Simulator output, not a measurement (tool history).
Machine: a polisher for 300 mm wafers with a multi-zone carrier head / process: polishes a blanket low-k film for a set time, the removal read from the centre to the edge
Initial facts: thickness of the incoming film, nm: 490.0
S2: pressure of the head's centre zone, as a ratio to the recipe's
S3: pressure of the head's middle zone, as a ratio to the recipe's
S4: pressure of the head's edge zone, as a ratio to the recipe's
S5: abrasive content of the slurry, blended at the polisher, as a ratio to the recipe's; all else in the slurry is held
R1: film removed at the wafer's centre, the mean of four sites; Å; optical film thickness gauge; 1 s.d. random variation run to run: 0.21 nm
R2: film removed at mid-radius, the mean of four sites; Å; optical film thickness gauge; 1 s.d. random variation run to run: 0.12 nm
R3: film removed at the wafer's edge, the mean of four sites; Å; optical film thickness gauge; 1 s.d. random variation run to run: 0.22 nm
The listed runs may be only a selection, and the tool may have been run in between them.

run 1 hour=0 | flow_of_slurry_(ml/min)=160 S2=1 S3=1 S4=1 S5=1 polishing_time_(s)=61 | R1=318.61 R2=313.41 R3=312.44
run 2 hour=2.9 | flow_of_slurry_(ml/min)=155 S2=1 S3=0.98 S4=1 S5=0.95 polishing_time_(s)=59 | R1=291.25 R2=289.71 R3=288.26
run 3 hour=10.5 | flow_of_slurry_(ml/min)=150 S2=1.02 S3=0.96 S4=1.02 S5=0.9 polishing_time_(s)=57 | R1=277.08 R2=264.62 R3=285.79
run 4 hour=11.6 | flow_of_slurry_(ml/min)=150 S2=1.02 S3=0.96 S4=1.02 S5=1.05 polishing_time_(s)=57 | R1=304.65 R2=283.08 R3=298.3
run 5 hour=12.7 | flow_of_slurry_(ml/min)=150 S2=1.02 S3=0.96 S4=1.02 S5=1.05 polishing_time_(s)=44 | R1=231.85 R2=222 R3=232.44
run 6 hour=16 | flow_of_slurry_(ml/min)=145 S2=1.03 S3=0.94 S4=1 S5=1 polishing_time_(s)=44 | R1=227.96 R2=211.29 R3=221.27
run 7 hour=17.2 | flow_of_slurry_(ml/min)=140 S2=1.03 S3=0.93 S4=0.99 S5=0.95 polishing_time_(s)=44 | R1=222.58 R2=203.47 R3=219.56
run 8 hour=23.4 | flow_of_slurry_(ml/min)=140 S2=1.03 S3=0.92 S4=0.97 S5=0.9 polishing_time_(s)=44 | R1=215.84 R2=198.64 R3=210.7
run 9 hour=25.9 | flow_of_slurry_(ml/min)=110 S2=1.07 S3=0.82 S4=1.01 S5=0.65 polishing_time_(s)=41 | R1=162.94 R2=134.1 R3=161.59

The next listed run, before its measurement:
run 10 hour=30.8 | flow_of_slurry_(ml/min)=115 S2=1.07 S3=0.82 S4=1.01 S5=0.65 polishing_time_(s)=41 | R1=? R2=? R3=?

{"run 10": {"R1": 167.36, "R2": 133.29, "R3": 162.98}}

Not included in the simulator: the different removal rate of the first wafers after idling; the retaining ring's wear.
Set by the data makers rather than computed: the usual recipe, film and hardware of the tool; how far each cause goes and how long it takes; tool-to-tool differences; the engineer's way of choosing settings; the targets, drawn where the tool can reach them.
